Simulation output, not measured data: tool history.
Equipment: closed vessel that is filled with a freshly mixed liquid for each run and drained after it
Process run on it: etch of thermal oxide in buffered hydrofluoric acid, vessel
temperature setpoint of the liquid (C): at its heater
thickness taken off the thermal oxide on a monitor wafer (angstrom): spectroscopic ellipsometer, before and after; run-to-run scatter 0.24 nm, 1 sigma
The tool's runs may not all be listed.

run,hour,temperature setpoint of the liquid (C),parts of 40 % ammonium fluoride to one part of 49 % hydrofluoric acid (parts by volume),time in the liquid (s),thickness taken off the thermal oxide on a monitor wafer (angstrom)
1,0.0,23.0,19.5,30,173.21
2,2.6,23.0,16.0,30,213.42
3,9.8,23.5,16.0,30,213.03
4,18.2,23.5,16.0,30,215.18
5,21.3,24.0,16.0,30,219.25
6,27.2,24.5,16.0,30,225.09
7,32.1,25.0,16.0,30,231.49

Forecast run 8:
8,40.3,25.5,16.0,30,?

thickness taken off the thermal oxide on a monitor wafer (angstrom): 238.35
